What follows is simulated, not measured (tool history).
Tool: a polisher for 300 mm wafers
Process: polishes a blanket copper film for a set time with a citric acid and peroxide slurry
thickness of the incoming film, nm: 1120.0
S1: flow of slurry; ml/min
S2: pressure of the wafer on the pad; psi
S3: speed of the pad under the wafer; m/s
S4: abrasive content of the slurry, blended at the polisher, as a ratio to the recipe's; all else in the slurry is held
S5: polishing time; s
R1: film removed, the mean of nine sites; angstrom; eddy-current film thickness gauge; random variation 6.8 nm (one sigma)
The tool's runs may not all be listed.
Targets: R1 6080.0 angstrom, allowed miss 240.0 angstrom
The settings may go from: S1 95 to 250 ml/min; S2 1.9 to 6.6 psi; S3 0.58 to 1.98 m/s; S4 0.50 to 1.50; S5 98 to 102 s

run	hour	S1	S2	S3	S4	S5	R1
1	0.0	160	4.2	1.28	1.00	98	4521.5
2	1.4	190	4.2	1.28	1.00	98	4625.3
3	5.5	190	4.2	1.28	1.10	98	4683.1
4	8.0	190	4.2	1.28	1.10	102	4810.0
5	9.9	190	4.4	1.28	1.10	102	5140.7
6	17.9	190	4.4	1.28	1.10	98	4954.6
7	26.7	190	4.5	1.28	1.10	98	5022.3
8	27.4	190	4.6	1.28	1.10	98	5249.8
9	29.3	190	4.7	1.28	1.10	98	5328.7

Which of these 4 next moves meets every target?
A	31.2	110	4.7	1.16	1.15	98	?
B	31.2	170	4.7	1.50	0.95	102	?
C	31.2	200	5.4	1.18	1.00	98	?
D	31.2	225	5.8	1.02	1.05	102	?

move	R1
A	4523.1
B	6016.8
C	5555.1
D	5624.7
A: further off than the last run
B: meets every target
C: nearer than the last run, and not there yet
D: nearer than the last run, and not there yet
Answer: B
